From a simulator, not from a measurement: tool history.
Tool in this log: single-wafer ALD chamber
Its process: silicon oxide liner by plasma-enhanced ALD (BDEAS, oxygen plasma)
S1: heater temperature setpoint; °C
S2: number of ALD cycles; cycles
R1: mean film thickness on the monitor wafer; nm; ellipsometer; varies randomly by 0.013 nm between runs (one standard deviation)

run 1 hour=0.0 | S1=325 S2=37 | R1=3.2033
run 2 hour=1.1 | S1=325 S2=35 | R1=3.0132
run 3 hour=10.0 | S1=325 S2=34 | R1=2.9310
run 4 hour=18.7 | S1=329 S2=34 | R1=2.9148
run 5 hour=24.6 | S1=329 S2=37 | R1=3.1223
run 6 hour=29.9 | S1=329 S2=32 | R1=2.7044
run 7 hour=34.5 | S1=330 S2=31 | R1=2.6384

The next listed run, before its measurement:
run 8 hour=41.5 | S1=331 S2=31 | R1=?

R1: 2.6515 nm
